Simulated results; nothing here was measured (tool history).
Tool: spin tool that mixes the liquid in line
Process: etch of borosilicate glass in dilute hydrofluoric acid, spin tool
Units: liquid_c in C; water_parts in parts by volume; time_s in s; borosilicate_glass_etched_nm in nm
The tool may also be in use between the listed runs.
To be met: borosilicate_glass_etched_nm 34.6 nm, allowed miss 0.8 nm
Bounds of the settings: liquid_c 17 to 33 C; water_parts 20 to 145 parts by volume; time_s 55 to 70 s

run 1 day=0 | liquid_c=25 water_parts=80 time_s=70 | borosilicate_glass_etched_nm=19.581
run 2 day=0.125 | liquid_c=27.5 water_parts=75 time_s=70 | borosilicate_glass_etched_nm=23.155
run 3 day=0.275 | liquid_c=27.5 water_parts=75 time_s=55 | borosilicate_glass_etched_nm=18.069
run 4 day=0.379 | liquid_c=24.5 water_parts=75 time_s=55 | borosilicate_glass_etched_nm=16.237
run 5 day=0.667 | liquid_c=24.5 water_parts=75 time_s=70 | borosilicate_glass_etched_nm=20.573
run 6 day=0.879 | liquid_c=24.5 water_parts=75 time_s=55 | borosilicate_glass_etched_nm=16.085
run 7 day=1.171 | liquid_c=28.5 water_parts=45 time_s=55 | borosilicate_glass_etched_nm=32.928
run 8 day=1.204 | liquid_c=29 water_parts=45 time_s=55 | borosilicate_glass_etched_nm=33.438

Which of these 4 next moves meets every target?
run A day=1.238 | liquid_c=29 water_parts=55 time_s=65 | borosilicate_glass_etched_nm=?
run B day=1.238 | liquid_c=28.5 water_parts=50 time_s=60 | borosilicate_glass_etched_nm=?
run C day=1.238 | liquid_c=26.5 water_parts=40 time_s=55 | borosilicate_glass_etched_nm=?
run D day=1.238 | liquid_c=33 water_parts=60 time_s=60 | borosilicate_glass_etched_nm=?

move=A borosilicate_glass_etched_nm=32.017
move=B borosilicate_glass_etched_nm=32.111
move=C borosilicate_glass_etched_nm=34.449
move=D borosilicate_glass_etched_nm=31.375
A: further off than the last run
B: further off than the last run
C: meets every target
D: further off than the last run
Move C is the one to make.
